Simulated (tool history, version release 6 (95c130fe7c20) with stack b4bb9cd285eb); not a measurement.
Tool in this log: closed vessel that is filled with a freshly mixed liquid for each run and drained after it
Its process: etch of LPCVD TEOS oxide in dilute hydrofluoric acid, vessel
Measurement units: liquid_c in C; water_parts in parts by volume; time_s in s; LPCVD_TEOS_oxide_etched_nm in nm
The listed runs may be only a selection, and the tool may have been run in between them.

run 1 hour=0 | liquid_c=22 water_parts=300 time_s=295 | LPCVD_TEOS_oxide_etched_nm=26.028
run 2 hour=2.3 | liquid_c=22 water_parts=190 time_s=295 | LPCVD_TEOS_oxide_etched_nm=46.236
run 3 hour=4.2 | liquid_c=21 water_parts=225 time_s=295 | LPCVD_TEOS_oxide_etched_nm=36.14
run 4 hour=8.9 | liquid_c=20 water_parts=245 time_s=295 | LPCVD_TEOS_oxide_etched_nm=31.487
run 5 hour=11.2 | liquid_c=23 water_parts=245 time_s=295 | LPCVD_TEOS_oxide_etched_nm=34.704
run 6 hour=17.9 | liquid_c=23 water_parts=285 time_s=295 | LPCVD_TEOS_oxide_etched_nm=29.126

Run 7, settings as shown, results not yet in. Your forecast:
run 7 hour=20.5 | liquid_c=22 water_parts=295 time_s=295 | LPCVD_TEOS_oxide_etched_nm=?

Run 7 yielded LPCVD_TEOS_oxide_etched_nm 26.444 nm.
